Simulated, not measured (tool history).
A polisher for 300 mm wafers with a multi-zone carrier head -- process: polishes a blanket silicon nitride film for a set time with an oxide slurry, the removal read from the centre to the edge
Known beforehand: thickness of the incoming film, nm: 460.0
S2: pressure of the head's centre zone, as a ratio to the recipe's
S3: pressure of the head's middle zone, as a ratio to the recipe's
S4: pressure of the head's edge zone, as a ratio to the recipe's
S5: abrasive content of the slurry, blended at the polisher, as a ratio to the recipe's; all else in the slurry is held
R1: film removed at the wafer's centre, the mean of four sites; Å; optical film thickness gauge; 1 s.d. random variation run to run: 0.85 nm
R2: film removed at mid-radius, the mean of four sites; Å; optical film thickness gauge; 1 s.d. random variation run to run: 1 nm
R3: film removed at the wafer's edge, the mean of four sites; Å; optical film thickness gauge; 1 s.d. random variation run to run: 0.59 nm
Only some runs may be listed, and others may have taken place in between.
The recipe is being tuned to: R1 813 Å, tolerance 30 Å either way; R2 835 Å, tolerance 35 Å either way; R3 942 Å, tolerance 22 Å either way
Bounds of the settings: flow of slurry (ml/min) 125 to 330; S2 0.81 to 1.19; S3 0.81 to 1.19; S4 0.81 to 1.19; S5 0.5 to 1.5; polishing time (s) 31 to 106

run 1 hour=0 | flow_of_slurry_(ml/min)=210 S2=1 S3=1 S4=1 S5=1 polishing_time_(s)=68 | R1=558.21 R2=558.68 R3=562.34
run 2 hour=7.8 | flow_of_slurry_(ml/min)=215 S2=0.99 S3=1 S4=1.03 S5=1.05 polishing_time_(s)=70 | R1=576.61 R2=594.25 R3=592.29
run 3 hour=16.1 | flow_of_slurry_(ml/min)=215 S2=1.04 S3=1 S4=1.03 S5=1.05 polishing_time_(s)=70 | R1=590.65 R2=589.54 R3=598.53
run 4 hour=24 | flow_of_slurry_(ml/min)=215 S2=1.04 S3=0.99 S4=1.05 S5=1.1 polishing_time_(s)=72 | R1=625.2 R2=600.13 R3=634.18
run 5 hour=30.2 | flow_of_slurry_(ml/min)=245 S2=1.04 S3=0.99 S4=1.05 S5=1.1 polishing_time_(s)=72 | R1=634.33 R2=624.95 R3=634.47
run 6 hour=33.6 | flow_of_slurry_(ml/min)=210 S2=1.04 S3=0.99 S4=1.05 S5=1.1 polishing_time_(s)=72 | R1=619.72 R2=611.28 R3=626.12
run 7 hour=40.4 | flow_of_slurry_(ml/min)=210 S2=1.02 S3=0.97 S4=1.07 S5=1.15 polishing_time_(s)=74 | R1=639.13 R2=619.45 R3=669.4
run 8 hour=42.7 | flow_of_slurry_(ml/min)=205 S2=1.01 S3=0.97 S4=1.08 S5=1.2 polishing_time_(s)=76 | R1=671.49 R2=657.92 R3=693.65
-- hour=48.9 worn pad replaced by a new one
run 9 hour=48.9 | flow_of_slurry_(ml/min)=200 S2=0.99 S3=0.96 S4=1.1 S5=1.25 polishing_time_(s)=78 | R1=776.51 R2=765.9 R3=840.4

Exactly one of the 5 candidate moves below puts every result within its allowed miss. Which one?
run A hour=55.1 | flow_of_slurry_(ml/min)=250 S2=1.08 S3=0.94 S4=1.01 S5=1.45 polishing_time_(s)=69 | R1=? R2=? R3=?
run B hour=55.1 | flow_of_slurry_(ml/min)=140 S2=0.96 S3=0.98 S4=1.19 S5=1.45 polishing_time_(s)=81 | R1=? R2=? R3=?
run C hour=55.1 | flow_of_slurry_(ml/min)=180 S2=1.06 S3=0.91 S4=1.12 S5=1.4 polishing_time_(s)=72 | R1=? R2=? R3=?
run D hour=55.1 | flow_of_slurry_(ml/min)=140 S2=0.99 S3=0.87 S4=1.19 S5=1.2 polishing_time_(s)=82 | R1=? R2=? R3=?
run E hour=55.1 | flow_of_slurry_(ml/min)=235 S2=1.1 S3=1.08 S4=1 S5=1.15 polishing_time_(s)=73 | R1=? R2=? R3=?

move=A R1=808.82 R2=735.82 R3=776.66
move=B R1=820.75 R2=835.26 R3=941.21
move=C R1=791.43 R2=711.7 R3=820.56
move=D R1=787.64 R2=713.55 R3=889.33
move=E R1=788.21 R2=797.19 R3=744.5
A: moves away from the targets compared with the last run
B: all results in spec
C: moves away from the targets compared with the last run
D: gains on the last run, yet a result remains outside its allowed miss
E: moves away from the targets compared with the last run
So the answer is move B, the one that meets all the targets.
